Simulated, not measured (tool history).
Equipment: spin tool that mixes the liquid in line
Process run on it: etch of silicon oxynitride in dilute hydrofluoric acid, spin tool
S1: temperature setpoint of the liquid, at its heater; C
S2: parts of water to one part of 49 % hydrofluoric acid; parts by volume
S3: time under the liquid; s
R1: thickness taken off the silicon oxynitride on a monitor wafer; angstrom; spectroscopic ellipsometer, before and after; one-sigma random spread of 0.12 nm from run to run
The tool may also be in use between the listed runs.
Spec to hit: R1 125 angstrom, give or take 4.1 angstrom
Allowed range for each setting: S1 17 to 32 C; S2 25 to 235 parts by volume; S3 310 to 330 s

| run | hour | S1 | S2 | S3 | R1 |
|---|---|---|---|---|---|
| 1 | 0 | 24 | 130 | 310 | 74.441 |
| 2 | 4.5 | 26 | 125 | 310 | 86.353 |
| 3 | 6.9 | 28.5 | 125 | 310 | 97.148 |
| 4 | 9.1 | 30 | 125 | 310 | 99.993 |
| 5 | 11.2 | 30 | 125 | 330 | 108.51 |
| 6 | 13.9 | 30 | 125 | 310 | 104.77 |
| 7 | 16.9 | 30.5 | 120 | 310 | 110.43 |
| 8 | 21.8 | 31 | 120 | 310 | 111.61 |
| 9 | 27.4 | 31.5 | 120 | 310 | 113.84 |

4 next moves are on the table. One of them brings every result within its allowed miss. Which?
| A | 33 | 31.5 | 125 | 310 | ? |
| B | 33 | 31 | 115 | 310 | ? |
| C | 33 | 29 | 115 | 310 | ? |
| D | 33 | 32 | 120 | 330 | ? |

| move | R1 |
|---|---|
| A | 109.98 |
| B | 118.18 |
| C | 108.15 |
| D | 125.28 |
A: misses by more than the last run did
B: an improvement on the last run, though not all results are within tolerance
C: misses by more than the last run did
D: in spec on every target
The right move is D.
